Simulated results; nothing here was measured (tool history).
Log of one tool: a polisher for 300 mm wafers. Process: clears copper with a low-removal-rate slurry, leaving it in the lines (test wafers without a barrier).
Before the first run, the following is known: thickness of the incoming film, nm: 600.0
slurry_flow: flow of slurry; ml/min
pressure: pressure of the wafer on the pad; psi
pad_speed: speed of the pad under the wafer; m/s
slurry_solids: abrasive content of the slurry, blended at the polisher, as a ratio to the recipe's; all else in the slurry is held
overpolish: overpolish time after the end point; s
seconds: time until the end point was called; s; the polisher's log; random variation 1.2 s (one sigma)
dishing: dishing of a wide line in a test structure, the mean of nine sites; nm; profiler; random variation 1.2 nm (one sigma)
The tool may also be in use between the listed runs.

run	hour	slurry_flow	pressure	pad_speed	slurry_solids	overpolish	seconds	dishing
1	0	175	3.8	1.22	1	22	116.77	62.17
2	8	180	4.5	1.24	1	21	98.621	72.053
3	9.2	180	3.7	1.24	1	21	117.7	60.516
4	16.8	180	3.7	1.24	1.1	21	119.11	62.667
5	23.7	180	3.1	1.24	1.1	21	135.82	53.313
6	31.1	180	3.1	0.98	1.1	21	170.82	43.878
7	34.8	180	4	1.1	1.05	20	120.04	57.59

What will run 8 give?
8	41.5	180	4.6	1.16	1.05	19	?	?

Logged for run 8: seconds 102.85 s, dishing 63.927 nm.
